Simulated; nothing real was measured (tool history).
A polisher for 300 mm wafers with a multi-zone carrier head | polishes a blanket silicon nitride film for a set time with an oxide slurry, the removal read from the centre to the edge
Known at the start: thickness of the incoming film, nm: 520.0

run	hour	flow of slurry (ml/min)	pressure of the head's centre zone	pressure of the head's middle zone	pressure of the head's edge zone	abrasive content of the slurry	polishing time (s)	film removed at the wafer's centre (Å)	film removed at mid-radius (Å)	film removed at the wafer's edge (Å)
1	0	215	1	1	1	1	61	633.08	629.64	619.64
2	1.5	215	1	1	0.97	0.95	61	624.3	619.62	603.08
3	4.4	215	1	0.93	0.97	0.95	61	622.92	595.45	602.66
4	12.8	215	1	0.93	0.94	0.95	61	628.34	591.01	588.15
5	16.6	210	0.99	0.93	0.91	0.9	61	603.17	584.31	576.56
6	25.5	210	1	0.94	0.89	0.85	61	577.34	566.15	548.88
7	28.7	210	1.01	0.94	0.87	0.85	61	583.12	561.21	536.12

The next listed run, before its measurement:
8	35.4	210	1.01	0.94	0.86	0.85	61	?	?	?

film removed at the wafer's centre (Å): 589.22
film removed at mid-radius (Å): 556.82
film removed at the wafer's edge (Å): 537.58
